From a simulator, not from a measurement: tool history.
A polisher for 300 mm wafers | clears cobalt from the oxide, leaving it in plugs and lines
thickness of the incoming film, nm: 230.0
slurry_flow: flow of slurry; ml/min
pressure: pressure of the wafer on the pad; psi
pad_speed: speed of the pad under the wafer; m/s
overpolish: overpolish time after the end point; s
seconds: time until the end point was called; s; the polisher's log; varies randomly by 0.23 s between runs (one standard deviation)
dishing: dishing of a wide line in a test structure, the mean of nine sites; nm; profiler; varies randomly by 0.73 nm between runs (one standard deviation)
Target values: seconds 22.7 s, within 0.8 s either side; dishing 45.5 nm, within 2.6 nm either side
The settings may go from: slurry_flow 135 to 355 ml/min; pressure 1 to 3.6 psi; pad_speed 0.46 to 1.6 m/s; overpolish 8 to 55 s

Run 1, hour 0: slurry_flow 225 ml/min, pressure 2.3 psi, pad_speed 1.02 m/s, overpolish 28 s. Result: seconds 35.225 s, dishing 57.512 nm.
Run 2, hour 6.5: slurry_flow 225 ml/min, pressure 2.3 psi, pad_speed 1.02 m/s, overpolish 38 s. Result: seconds 35.094 s, dishing 60.729 nm.
Run 3, hour 8: slurry_flow 225 ml/min, pressure 2.3 psi, pad_speed 0.78 m/s, overpolish 38 s. Result: seconds 44.331 s, dishing 57.229 nm.
Run 4, hour 12.8: slurry_flow 225 ml/min, pressure 2.3 psi, pad_speed 0.78 m/s, overpolish 45 s. Result: seconds 45.507 s, dishing 58.556 nm.
Run 5, hour 17.2: slurry_flow 270 ml/min, pressure 2.3 psi, pad_speed 0.78 m/s, overpolish 45 s. Result: seconds 44.778 s, dishing 59.926 nm.
Run 6, hour 23.2: slurry_flow 270 ml/min, pressure 2.7 psi, pad_speed 0.78 m/s, overpolish 45 s. Result: seconds 39.874 s, dishing 58.19 nm.
Run 7, hour 27.5: slurry_flow 230 ml/min, pressure 3 psi, pad_speed 0.84 m/s, overpolish 34 s. Result: seconds 35.816 s, dishing 58.588 nm.
Run 8, hour 35.4: slurry_flow 265 ml/min, pressure 3.2 psi, pad_speed 0.92 m/s, overpolish 26 s. Result: seconds 31.068 s, dishing 57.757 nm.
Run 9, hour 38.2: slurry_flow 290 ml/min, pressure 3.3 psi, pad_speed 0.98 m/s, overpolish 21 s. Result: seconds 28.229 s, dishing 56.683 nm.

Consider the 5 candidate settings below. Which is the only one whose results all fall within their allowed miss of target?
Run A, hour 41: slurry_flow 235 ml/min, pressure 3.3 psi, pad_speed 1.26 m/s, overpolish 8 s. Result: seconds ?, dishing ?.
Run B, hour 41: slurry_flow 300 ml/min, pressure 2.9 psi, pad_speed 0.86 m/s, overpolish 25 s. Result: seconds ?, dishing ?.
Run C, hour 41: slurry_flow 290 ml/min, pressure 2.4 psi, pad_speed 0.92 m/s, overpolish 24 s. Result: seconds ?, dishing ?.
Run D, hour 41: slurry_flow 355 ml/min, pressure 3.6 psi, pad_speed 1.22 m/s, overpolish 8 s. Result: seconds ?, dishing ?.
Run E, hour 41: slurry_flow 295 ml/min, pressure 3 psi, pad_speed 0.8 m/s, overpolish 23 s. Result: seconds ?, dishing ?.

move  seconds  dishing
   A   22.659   46.126
   B   34.853   57.306
   C   36.926   56.321
   D   21.134   47.522
   E   36.602   55.925
A: all results land within tolerance of their targets
B: the biggest miss grows against the last run
C: the biggest miss grows against the last run
D: takes the biggest miss from the last run beyond its target
E: the biggest miss grows against the last run
So the answer is move A, the one that meets all the targets.
